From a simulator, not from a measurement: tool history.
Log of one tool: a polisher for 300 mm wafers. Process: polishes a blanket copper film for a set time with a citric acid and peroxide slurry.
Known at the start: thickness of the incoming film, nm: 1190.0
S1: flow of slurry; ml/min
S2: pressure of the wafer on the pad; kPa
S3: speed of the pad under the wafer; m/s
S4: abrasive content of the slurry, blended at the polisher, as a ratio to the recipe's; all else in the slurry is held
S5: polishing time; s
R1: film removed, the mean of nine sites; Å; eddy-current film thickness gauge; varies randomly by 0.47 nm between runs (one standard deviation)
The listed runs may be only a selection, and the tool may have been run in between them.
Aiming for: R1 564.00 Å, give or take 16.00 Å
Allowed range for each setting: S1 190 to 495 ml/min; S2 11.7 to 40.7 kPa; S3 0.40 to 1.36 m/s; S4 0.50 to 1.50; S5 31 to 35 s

run    day   S1    S2    S3    S4  S5      R1
  1  0.000  320  26.2  0.88  1.00  35  830.17
  2  0.146  320  26.2  1.08  1.00  35  978.28
  3  0.442  320  26.2  0.96  1.00  35  892.41
  4  0.542  320  26.2  1.04  1.00  35  934.35
  5  0.808  320  26.2  1.04  0.85  35  902.25
  6  0.850  320  24.8  1.04  0.85  35  851.13
  7  0.875  320  23.4  1.04  0.85  35  818.33
  8  0.904  320  22.1  1.04  0.85  35  758.13
  9  1.029  320  21.4  1.04  0.85  35  749.73
 10  1.304  320  20.7  1.04  0.85  35  721.46
 11  1.508  320  20.0  1.04  0.85  35  692.63
 12  1.612  320  19.3  1.04  0.85  35  675.78
 13  1.650  315  13.8  1.04  0.85  35  479.04
 14  1.771  325  13.8  1.04  0.85  35  482.11
 15  1.925  325  14.5  1.04  0.85  35  509.61
 16  2.067  330  17.2  1.04  0.85  35  604.59
 17  2.333  325  17.2  1.04  0.85  35  600.19
 18  2.542  320  17.2  1.04  0.85  35  601.39

Pick the move, out of 4, that brings all results within their allowed miss; only one does.
  A  2.750  250  15.2  1.10  0.80  35   ?
  B  2.750  325  19.3  0.90  0.85  35   ?
  C  2.750  335  17.9  1.02  0.95  35   ?
  D  2.750  340  17.2  1.02  0.95  32   ?

move      R1
   A  523.82
   B  603.88
   C  634.86
   D  559.69
A: carries the result that was furthest off beyond its target, to the other side
B: lands further from the targets than the last run did
C: lands further from the targets than the last run did
D: in spec on every target
Correct choice: D, which meets every target
